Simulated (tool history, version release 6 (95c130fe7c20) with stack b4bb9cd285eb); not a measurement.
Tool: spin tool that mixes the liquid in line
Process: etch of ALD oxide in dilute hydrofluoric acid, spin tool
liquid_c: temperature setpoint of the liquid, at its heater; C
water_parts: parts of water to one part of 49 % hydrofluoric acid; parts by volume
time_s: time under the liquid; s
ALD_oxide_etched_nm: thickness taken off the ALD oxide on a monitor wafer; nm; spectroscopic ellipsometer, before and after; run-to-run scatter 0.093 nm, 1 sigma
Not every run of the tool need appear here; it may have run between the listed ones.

run,hour,liquid_c,water_parts,time_s,ALD_oxide_etched_nm
1,0.0,25.0,175,270,22.024
2,6.5,25.0,220,270,16.761
3,11.9,23.0,220,270,15.310
4,18.7,21.5,220,270,14.751
5,27.4,23.5,220,270,15.826
6,30.1,23.5,220,270,15.684
7,31.2,22.0,220,270,14.792

What does the tool deliver on the next run?
8,37.5,21.0,220,270,?

Run 8 yielded ALD_oxide_etched_nm 14.380 nm.
